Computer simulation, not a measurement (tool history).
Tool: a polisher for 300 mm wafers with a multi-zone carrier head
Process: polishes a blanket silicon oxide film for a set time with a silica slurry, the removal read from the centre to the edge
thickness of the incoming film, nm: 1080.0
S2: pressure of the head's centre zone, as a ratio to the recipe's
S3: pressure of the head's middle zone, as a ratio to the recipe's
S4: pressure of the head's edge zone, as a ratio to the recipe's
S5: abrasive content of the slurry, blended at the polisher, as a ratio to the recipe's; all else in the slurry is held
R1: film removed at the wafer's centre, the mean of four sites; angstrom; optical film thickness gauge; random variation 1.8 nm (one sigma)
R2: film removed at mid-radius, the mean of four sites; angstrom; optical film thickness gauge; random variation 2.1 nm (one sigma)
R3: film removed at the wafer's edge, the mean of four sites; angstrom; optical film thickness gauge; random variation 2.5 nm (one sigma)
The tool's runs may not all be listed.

Run 1, hour 0: flow of slurry (ml/min) 245, S2 1, S3 1, S4 1, S5 1, polishing time (s) 69. Result: R1 2873 angstrom, R2 2798.9 angstrom, R3 2802.3 angstrom.
Run 2, hour 7.6: flow of slurry (ml/min) 245, S2 1, S3 0.95, S4 1, S5 1, polishing time (s) 69. Result: R1 2860.4 angstrom, R2 2676.9 angstrom, R3 2727.7 angstrom.
Run 3, hour 15: flow of slurry (ml/min) 225, S2 0.99, S3 0.91, S4 1.05, S5 0.95, polishing time (s) 69. Result: R1 2708.7 angstrom, R2 2503.8 angstrom, R3 2784.2 angstrom.
Run 4, hour 21.3: flow of slurry (ml/min) 225, S2 0.99, S3 0.91, S4 1.05, S5 1.1, polishing time (s) 69. Result: R1 2914.9 angstrom, R2 2658.3 angstrom, R3 2976.4 angstrom.
Run 5, hour 27.4: flow of slurry (ml/min) 210, S2 0.99, S3 0.88, S4 1.05, S5 1.05, polishing time (s) 69. Result: R1 2831.4 angstrom, R2 2549.9 angstrom, R3 2914.4 angstrom.
Run 6, hour 35.3: flow of slurry (ml/min) 210, S2 0.99, S3 0.86, S4 1.06, S5 1, polishing time (s) 69. Result: R1 2788.8 angstrom, R2 2432.1 angstrom, R3 2844 angstrom.

Run 7 comes next. What will it give?
Run 7, hour 37.3: flow of slurry (ml/min) 205, S2 0.98, S3 0.85, S4 1.06, S5 0.95, polishing time (s) 69. Result: R1 ?, R2 ?, R3 ?.

{"run 7": {"R1": 2699, "R2": 2351.2, "R3": 2736.4}}

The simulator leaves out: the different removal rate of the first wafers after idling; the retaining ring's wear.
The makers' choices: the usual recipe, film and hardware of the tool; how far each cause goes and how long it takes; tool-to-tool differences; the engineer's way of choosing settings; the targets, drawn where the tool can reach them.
